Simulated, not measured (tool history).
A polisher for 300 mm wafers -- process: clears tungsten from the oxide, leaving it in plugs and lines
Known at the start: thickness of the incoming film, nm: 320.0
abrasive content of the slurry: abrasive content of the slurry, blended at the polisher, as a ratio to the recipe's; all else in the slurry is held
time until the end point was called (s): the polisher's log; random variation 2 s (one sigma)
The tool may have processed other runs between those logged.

run  hour  flow of slurry (ml/min)  pressure of the wafer on the pad (kPa)  speed of the pad under the wafer (cm/s)  abrasive content of the slurry  overpolish time after the end point (s)  time until the end point was called (s)
  1   0.0                      240                                    19.3                                       84                             1.0                                        5                                   132.72
  2   1.6                      240                                    20.0                                       84                             1.0                                        5                                   126.79
  3   2.8                      200                                    20.0                                       84                             1.0                                        5                                   133.59
  4   5.0                      205                                    20.7                                       84                             1.0                                        5                                   125.08
  5   6.1                      205                                    20.7                                       84                             1.0                                        4                                   129.04
  6  12.1                      205                                    20.7                                       84                             1.0                                        5                                   124.33
  7  20.5                      205                                    21.4                                       84                             1.0                                        5                                   122.73
  8  21.7                      205                                    22.1                                       84                             1.0                                        5                                   114.47

Run 9 has not been measured yet. What should we expect?
  9  26.9                      210                                    22.8                                       84                             1.0                                        5                                        ?

Run 9 produced time until the end point was called (s) 115.07.
